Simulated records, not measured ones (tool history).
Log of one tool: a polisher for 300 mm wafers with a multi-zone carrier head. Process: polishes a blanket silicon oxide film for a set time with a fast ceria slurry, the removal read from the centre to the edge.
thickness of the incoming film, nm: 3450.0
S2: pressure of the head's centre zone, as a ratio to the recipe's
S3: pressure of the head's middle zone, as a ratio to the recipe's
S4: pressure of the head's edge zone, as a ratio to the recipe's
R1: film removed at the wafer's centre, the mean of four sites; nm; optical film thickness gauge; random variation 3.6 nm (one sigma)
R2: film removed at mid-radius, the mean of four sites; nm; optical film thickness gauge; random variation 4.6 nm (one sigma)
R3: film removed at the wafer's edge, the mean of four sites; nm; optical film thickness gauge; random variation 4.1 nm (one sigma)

run 1 hour=0.0 | flow_of_slurry_(ml/min)=305 S2=1.00 S3=1.00 S4=1.00 polishing_time_(s)=73 | R1=882.61 R2=891.72 R3=877.31
run 2 hour=7.9 | flow_of_slurry_(ml/min)=255 S2=1.00 S3=1.00 S4=1.00 polishing_time_(s)=73 | R1=854.72 R2=874.77 R3=857.23
run 3 hour=8.7 | flow_of_slurry_(ml/min)=255 S2=0.97 S3=1.00 S4=1.00 polishing_time_(s)=73 | R1=849.23 R2=885.65 R3=853.54
run 4 hour=9.9 | flow_of_slurry_(ml/min)=255 S2=0.92 S3=1.00 S4=1.00 polishing_time_(s)=73 | R1=800.00 R2=875.18 R3=869.84
run 5 hour=13.2 | flow_of_slurry_(ml/min)=255 S2=0.92 S3=1.06 S4=1.00 polishing_time_(s)=73 | R1=797.54 R2=915.54 R3=855.03
run 6 hour=13.8 | flow_of_slurry_(ml/min)=255 S2=0.92 S3=1.10 S4=1.00 polishing_time_(s)=73 | R1=789.02 R2=976.34 R3=855.88
run 7 hour=19.7 | flow_of_slurry_(ml/min)=220 S2=0.82 S3=1.00 S4=0.92 polishing_time_(s)=52 | R1=500.03 R2=611.60 R3=577.49
run 8 hour=22.4 | flow_of_slurry_(ml/min)=220 S2=0.82 S3=0.98 S4=0.91 polishing_time_(s)=51 | R1=487.37 R2=604.10 R3=567.35

Forecast run 9:
run 9 hour=30.8 | flow_of_slurry_(ml/min)=200 S2=0.92 S3=0.88 S4=0.99 polishing_time_(s)=33 | R1=? R2=? R3=?

{"run 9": {"R1": 353.72, "R2": 348.42, "R3": 378.91}}

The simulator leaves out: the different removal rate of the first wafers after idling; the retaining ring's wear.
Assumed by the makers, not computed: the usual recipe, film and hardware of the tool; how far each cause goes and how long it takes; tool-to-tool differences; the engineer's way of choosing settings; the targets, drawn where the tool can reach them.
